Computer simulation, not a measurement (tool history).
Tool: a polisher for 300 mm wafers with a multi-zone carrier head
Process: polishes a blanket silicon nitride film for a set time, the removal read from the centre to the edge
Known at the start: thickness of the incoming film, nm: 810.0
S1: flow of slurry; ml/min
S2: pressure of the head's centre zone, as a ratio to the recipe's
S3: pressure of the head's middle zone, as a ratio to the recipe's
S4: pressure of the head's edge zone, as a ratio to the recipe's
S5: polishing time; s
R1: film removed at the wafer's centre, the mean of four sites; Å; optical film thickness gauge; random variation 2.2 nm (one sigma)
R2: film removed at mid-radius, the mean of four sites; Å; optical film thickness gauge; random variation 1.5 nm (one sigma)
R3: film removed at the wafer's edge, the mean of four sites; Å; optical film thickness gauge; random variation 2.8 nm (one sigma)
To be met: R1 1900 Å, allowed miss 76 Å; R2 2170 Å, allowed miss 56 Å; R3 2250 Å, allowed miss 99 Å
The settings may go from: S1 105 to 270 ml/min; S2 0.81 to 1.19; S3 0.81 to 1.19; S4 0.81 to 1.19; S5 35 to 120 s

{"run": 1, "hour": 0.0, "S1": 175, "S2": 1, "S3": 1, "S4": 1, "S5": 77, "R1": 1451.9, "R2": 1449.4, "R3": 1445.6}
{"run": 2, "hour": 3.7, "S1": 175, "S2": 1, "S3": 1, "S4": 0.93, "S5": 77, "R1": 1458.4, "R2": 1449.4, "R3": 1373.4}
{"run": 3, "hour": 5.0, "S1": 175, "S2": 1, "S3": 1, "S4": 0.86, "S5": 77, "R1": 1472.9, "R2": 1450.9, "R3": 1376}
{"run": 4, "hour": 13.5, "S1": 175, "S2": 0.93, "S3": 1, "S4": 0.86, "S5": 77, "R1": 1366.4, "R2": 1469.5, "R3": 1343.8}
{"run": 5, "hour": 15.0, "S1": 195, "S2": 0.93, "S3": 1, "S4": 0.86, "S5": 77, "R1": 1394.8, "R2": 1485, "R3": 1385.8}
{"run": 6, "hour": 23.0, "S1": 215, "S2": 0.91, "S3": 1, "S4": 0.92, "S5": 84, "R1": 1520.8, "R2": 1614.6, "R3": 1580.7}
{"run": 7, "hour": 24.9, "S1": 230, "S2": 0.9, "S3": 1.02, "S4": 0.97, "S5": 89, "R1": 1586.4, "R2": 1764.7, "R3": 1705}
{"run": 8, "hour": 30.4, "S1": 230, "S2": 0.9, "S3": 1.02, "S4": 0.97, "S5": 89, "R1": 1564.6, "R2": 1766.5, "R3": 1695.2}
{"run": 9, "hour": 39.3, "S1": 225, "S2": 0.91, "S3": 1.04, "S4": 1.07, "S5": 107, "R1": 1888.3, "R2": 2171.6, "R3": 2120.8}

4 next moves are on the table. One of them brings every result within its allowed miss. Which?
{"run": "A", "hour": 48.2, "S1": 270, "S2": 0.88, "S3": 1.02, "S4": 1.13, "S5": 107, "R1": "?", "R2": "?", "R3": "?"}
{"run": "B", "hour": 48.2, "S1": 250, "S2": 0.85, "S3": 1.04, "S4": 1.02, "S5": 113, "R1": "?", "R2": "?", "R3": "?"}
{"run": "C", "hour": 48.2, "S1": 245, "S2": 0.91, "S3": 0.88, "S4": 1.19, "S5": 116, "R1": "?", "R2": "?", "R3": "?"}
{"run": "D", "hour": 48.2, "S1": 230, "S2": 0.94, "S3": 1.1, "S4": 1.04, "S5": 100, "R1": "?", "R2": "?", "R3": "?"}

move=A R1=1876.8 R2=2136.5 R3=2255.8
move=B R1=1897.4 R2=2276.4 R3=2257.8
move=C R1=2079.2 R2=2026 R3=2493
move=D R1=1840.6 R2=2093.1 R3=2000.4
A: meets every target
B: brings the result that was furthest off to its target, and leaves another outside
C: takes the result that was furthest off past its target
D: further off than the last run
The right move is A.
